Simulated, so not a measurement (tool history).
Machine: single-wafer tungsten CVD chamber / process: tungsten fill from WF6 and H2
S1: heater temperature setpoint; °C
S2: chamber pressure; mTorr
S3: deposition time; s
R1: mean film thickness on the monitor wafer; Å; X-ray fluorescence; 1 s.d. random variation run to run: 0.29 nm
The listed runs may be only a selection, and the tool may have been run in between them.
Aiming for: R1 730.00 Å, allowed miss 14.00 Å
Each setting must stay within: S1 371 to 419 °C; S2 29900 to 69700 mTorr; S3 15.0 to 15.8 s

run 1 day=0.000 | S1=395 S2=49800 S3=15.8 | R1=551.89
run 2 day=0.254 | S1=400 S2=50000 S3=15.8 | R1=615.75
run 3 day=0.362 | S1=403 S2=50100 S3=15.8 | R1=651.17
run 4 day=0.558 | S1=403 S2=50100 S3=15.0 | R1=618.51
run 5 day=0.771 | S1=403 S2=50100 S3=15.0 | R1=617.68
run 6 day=0.979 | S1=408 S2=50100 S3=15.0 | R1=687.91
run 7 day=1.021 | S1=409 S2=50100 S3=15.0 | R1=699.25
run 8 day=1.308 | S1=410 S2=50100 S3=15.0 | R1=712.26

Which one of the following 4 next-run settings gets every result inside its allowed miss? There is exactly one.
run A day=1.596 | S1=407 S2=50500 S3=15.3 | R1=?
run B day=1.596 | S1=409 S2=49200 S3=15.8 | R1=?
run C day=1.596 | S1=412 S2=45900 S3=15.0 | R1=?
run D day=1.596 | S1=411 S2=47700 S3=15.0 | R1=?

move=A R1=687.09
move=B R1=724.53
move=C R1=692.34
move=D R1=698.46
A: further off than the last run
B: meets every target
C: further off than the last run
D: further off than the last run
The move that meets every target is B.
